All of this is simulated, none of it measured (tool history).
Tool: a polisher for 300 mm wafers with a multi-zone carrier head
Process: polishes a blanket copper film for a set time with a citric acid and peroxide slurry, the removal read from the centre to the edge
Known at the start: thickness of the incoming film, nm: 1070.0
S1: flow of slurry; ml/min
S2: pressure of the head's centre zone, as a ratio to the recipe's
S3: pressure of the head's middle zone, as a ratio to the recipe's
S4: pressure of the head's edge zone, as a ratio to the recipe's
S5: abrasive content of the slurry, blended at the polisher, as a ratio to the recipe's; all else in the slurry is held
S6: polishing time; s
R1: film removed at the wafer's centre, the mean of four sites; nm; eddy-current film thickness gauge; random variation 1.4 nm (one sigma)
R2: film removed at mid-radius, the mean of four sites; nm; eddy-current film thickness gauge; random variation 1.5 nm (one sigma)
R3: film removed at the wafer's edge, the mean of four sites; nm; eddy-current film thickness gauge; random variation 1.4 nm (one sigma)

| run | day | S1 | S2 | S3 | S4 | S5 | S6 | R1 | R2 | R3 |
|---|---|---|---|---|---|---|---|---|---|---|
| 1 | 0 | 290 | 1 | 1 | 1 | 1 | 63 | 132.1 | 135.17 | 134.87 |
| 2 | 0.096 | 290 | 1 | 0.98 | 0.98 | 0.9 | 62 | 128.21 | 126.43 | 125.42 |
| 3 | 0.392 | 255 | 1 | 0.98 | 0.98 | 0.9 | 62 | 129.08 | 124 | 125.21 |
| 4 | 0.55 | 255 | 0.98 | 0.97 | 0.97 | 0.85 | 62 | 125.62 | 121.95 | 123.25 |
| 5 | 0.754 | 255 | 0.94 | 0.97 | 0.97 | 0.85 | 62 | 118.21 | 120.49 | 125.92 |
| 6 | 0.883 | 255 | 0.94 | 0.97 | 0.95 | 0.8 | 62 | 119.06 | 122.34 | 121.74 |
| 7 | 1.154 | 255 | 0.94 | 0.96 | 0.94 | 0.75 | 62 | 119.28 | 118.36 | 121.18 |

The next listed run, before its measurement:
| 8 | 1.379 | 255 | 0.94 | 0.96 | 0.93 | 0.7 | 62 | ? | ? | ? |

R1: 115.73 nm
R2: 116.8 nm
R3: 122.04 nm

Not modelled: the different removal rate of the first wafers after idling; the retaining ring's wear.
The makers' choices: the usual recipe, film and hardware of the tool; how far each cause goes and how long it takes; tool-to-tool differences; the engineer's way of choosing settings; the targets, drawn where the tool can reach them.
